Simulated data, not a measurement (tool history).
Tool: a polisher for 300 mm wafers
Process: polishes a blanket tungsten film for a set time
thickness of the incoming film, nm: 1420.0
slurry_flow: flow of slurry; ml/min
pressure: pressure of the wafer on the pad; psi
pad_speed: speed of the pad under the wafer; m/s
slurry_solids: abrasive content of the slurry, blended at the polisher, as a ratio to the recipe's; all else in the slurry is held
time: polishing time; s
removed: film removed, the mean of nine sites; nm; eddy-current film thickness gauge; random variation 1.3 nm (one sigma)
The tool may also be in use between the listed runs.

run,day,slurry_flow,pressure,pad_speed,slurry_solids,time,removed
1,0,180,4.4,1.34,1,27,212.21
2,0.3,180,3.9,1.34,1,27,188.07
3,0.325,180,4.7,1.34,1,27,225.08
4,0.671,180,4.7,1.34,1,27,226.34
5,0.817,180,4.1,1.34,1,27,198.7
6,1.054,155,4.1,1.34,1,27,195.44

Forecast run 7:
7,1.35,155,3.7,1.34,1,27,?

removed: 172.4 nm

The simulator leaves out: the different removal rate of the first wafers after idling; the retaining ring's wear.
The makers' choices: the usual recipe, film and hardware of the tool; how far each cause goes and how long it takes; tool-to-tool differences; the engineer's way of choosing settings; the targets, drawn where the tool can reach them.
